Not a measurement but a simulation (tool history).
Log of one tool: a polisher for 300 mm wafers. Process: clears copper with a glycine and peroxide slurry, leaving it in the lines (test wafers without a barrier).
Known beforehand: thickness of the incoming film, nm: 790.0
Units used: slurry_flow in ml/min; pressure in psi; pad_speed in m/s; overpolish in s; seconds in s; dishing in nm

run	hour	slurry_flow	pressure	pad_speed	overpolish	seconds	dishing
1	0	185	2.7	0.92	23	143.68	71.923
2	5.6	180	2.5	0.98	21	143.46	66.44
3	10.4	180	3	0.98	21	129.23	71.873
4	12.2	180	2.6	0.98	21	140.39	66.828
5	12.9	170	2.4	1.02	19	142.71	60.609
6	16.8	160	2.3	1.04	17	146.89	54.962
7	24.8	155	2.2	1.06	16	150.2	50.721
8	33.4	110	1.8	1.22	7	164.88	24.148
9	42.3	110	1.8	1.22	7	163.16	24.249
10	50.2	120	1.8	1.22	7	158.37	24.296
11	55.9	130	1.8	1.2	8	159.1	27.725
12	60.2	130	1.8	1.2	8	158.46	28.046
13	61.5	135	1.8	1.2	8	156.29	27.387
14	64.1	140	1.8	1.18	8	157.29	27.728

The next listed run, before its measurement:
15	65.6	170	1.9	1.16	16	?	?

Run 15 measured seconds 147.96 s, dishing 52.101 nm.
